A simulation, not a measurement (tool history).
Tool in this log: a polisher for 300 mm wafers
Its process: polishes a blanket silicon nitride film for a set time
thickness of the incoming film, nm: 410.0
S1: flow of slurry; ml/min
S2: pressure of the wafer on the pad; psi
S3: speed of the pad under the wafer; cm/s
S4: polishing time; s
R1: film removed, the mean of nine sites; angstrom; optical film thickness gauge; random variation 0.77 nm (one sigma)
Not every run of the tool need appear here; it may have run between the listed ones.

run,hour,S1,S2,S3,S4,R1
1,0.0,320,4.9,114,38,1059.70
2,8.1,320,4.6,114,38,1033.30
3,9.6,320,5.5,114,38,1215.90
4,12.3,320,6.0,114,38,1302.00
5,15.0,320,5.3,112,38,1166.00
6,18.7,320,4.8,112,38,1051.70
7,26.5,320,4.4,112,38,960.09
8,35.4,320,4.2,112,38,924.04

What does the tool deliver on the next run?
9,39.9,320,4.0,112,38,?

R1: 885.83 angstrom
